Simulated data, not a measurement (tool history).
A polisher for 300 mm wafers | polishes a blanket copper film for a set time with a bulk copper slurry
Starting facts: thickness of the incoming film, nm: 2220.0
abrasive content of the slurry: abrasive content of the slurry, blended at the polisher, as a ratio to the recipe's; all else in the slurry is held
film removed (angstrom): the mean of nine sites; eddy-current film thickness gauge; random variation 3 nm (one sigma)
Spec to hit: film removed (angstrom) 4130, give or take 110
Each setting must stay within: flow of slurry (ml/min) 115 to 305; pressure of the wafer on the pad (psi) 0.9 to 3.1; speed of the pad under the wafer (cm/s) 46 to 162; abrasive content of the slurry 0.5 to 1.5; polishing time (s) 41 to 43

run	day	flow of slurry (ml/min)	pressure of the wafer on the pad (psi)	speed of the pad under the wafer (cm/s)	abrasive content of the slurry	polishing time (s)	film removed (angstrom)
1	0	195	2	104	1	41	2729.2
2	0.021	200	2.1	104	1	41	2892.6
3	0.271	200	2.1	104	1	43	3021
4	0.375	200	2.1	104	1	41	2845.1
5	0.579	200	2.1	104	1.2	41	2988.6
6	0.783	200	2.1	84	1.2	41	2432.8
7	1.121	205	2.3	84	1.2	41	2680.5
8	1.246	210	2.5	84	1.2	41	2907.8
9	1.417	210	2.6	86	1.2	41	3048.2
10	1.454	215	2.7	88	1.2	41	3289.4
11	1.646	220	2.8	88	1.2	41	3370.8
12	1.679	220	2.9	90	1.2	41	3633.5
13	1.738	220	3	92	1.2	41	3794.8
14	1.938	225	3.1	94	1.2	41	4014.2

4 candidate next runs follow, results not yet known. Just one meets every target within its allowed miss. Identify it.
A	2.138	265	3.1	88	1.15	42	?
B	2.138	220	3	102	1.15	41	?
C	2.138	245	3.1	98	1.1	43	?
D	2.138	210	3.1	86	1.2	43	?

move	film removed (angstrom)
A	3861.5
B	4130
C	4310.6
D	3808.2
A: further off than the last run
B: in spec on every target
C: the result that was furthest off in the last run now lies on the other side of its target
D: further off than the last run
The right move is B.
